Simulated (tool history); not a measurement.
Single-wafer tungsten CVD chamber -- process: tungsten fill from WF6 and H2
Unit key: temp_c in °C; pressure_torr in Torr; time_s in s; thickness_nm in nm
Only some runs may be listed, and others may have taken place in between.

{"run": 1, "hour": 0.0, "temp_c": 385, "pressure_torr": 50.6, "time_s": 11.4, "thickness_nm": 33.624}
{"run": 2, "hour": 5.5, "temp_c": 385, "pressure_torr": 50.6, "time_s": 11.8, "thickness_nm": 35.102}
{"run": 3, "hour": 13.3, "temp_c": 383, "pressure_torr": 50.4, "time_s": 11.8, "thickness_nm": 34.154}
{"run": 4, "hour": 18.5, "temp_c": 380, "pressure_torr": 50.1, "time_s": 11.8, "thickness_nm": 31.546}
{"run": 5, "hour": 24.1, "temp_c": 380, "pressure_torr": 43.5, "time_s": 11.8, "thickness_nm": 29.129}
{"run": 6, "hour": 28.1, "temp_c": 379, "pressure_torr": 43.4, "time_s": 11.8, "thickness_nm": 28.853}

Run 7 has not been measured yet. What should we expect?
{"run": 7, "hour": 35.5, "temp_c": 378, "pressure_torr": 43.3, "time_s": 11.8, "thickness_nm": "?"}

Run 7 gave thickness_nm 28.407 nm.
